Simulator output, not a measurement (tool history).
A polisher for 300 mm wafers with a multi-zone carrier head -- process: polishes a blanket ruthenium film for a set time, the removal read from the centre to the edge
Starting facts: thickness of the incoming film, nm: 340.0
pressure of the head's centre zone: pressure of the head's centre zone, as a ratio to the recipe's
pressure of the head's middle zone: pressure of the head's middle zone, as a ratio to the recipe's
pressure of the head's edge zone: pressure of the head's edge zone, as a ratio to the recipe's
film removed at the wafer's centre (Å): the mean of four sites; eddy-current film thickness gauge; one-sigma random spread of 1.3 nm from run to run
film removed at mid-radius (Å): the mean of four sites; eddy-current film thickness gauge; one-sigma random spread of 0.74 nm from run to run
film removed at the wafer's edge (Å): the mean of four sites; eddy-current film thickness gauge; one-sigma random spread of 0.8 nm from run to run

run	hour	flow of slurry (ml/min)	pressure of the head's centre zone	pressure of the head's middle zone	pressure of the head's edge zone	polishing time (s)	film removed at the wafer's centre (Å)	film removed at mid-radius (Å)	film removed at the wafer's edge (Å)
1	0	195	1	1	1	64	1387.6	1360.9	1366
2	1.4	195	1.03	1	1	64	1463.2	1372.5	1374.6
3	4.7	195	1.03	1	1	52	1175.9	1119	1106.7
4	10.8	190	1.03	1	0.99	52	1171.8	1094.1	1091.5
5	14.1	190	1.1	1	0.99	52	1187.3	1105.7	1092
6	22.6	190	1.1	1	0.99	66	1557.7	1403.8	1384.2
7	27.1	175	1.01	0.99	0.89	48	1034.2	1016.2	965.08

For run 8, what comes out?
8	28.5	175	1.01	0.99	0.89	48	?	?	?

{"run 8": {"film removed at the wafer's centre (Å)": 1041.6, "film removed at mid-radius (Å)": 1010.3, "film removed at the wafer's edge (Å)": 949.2}}
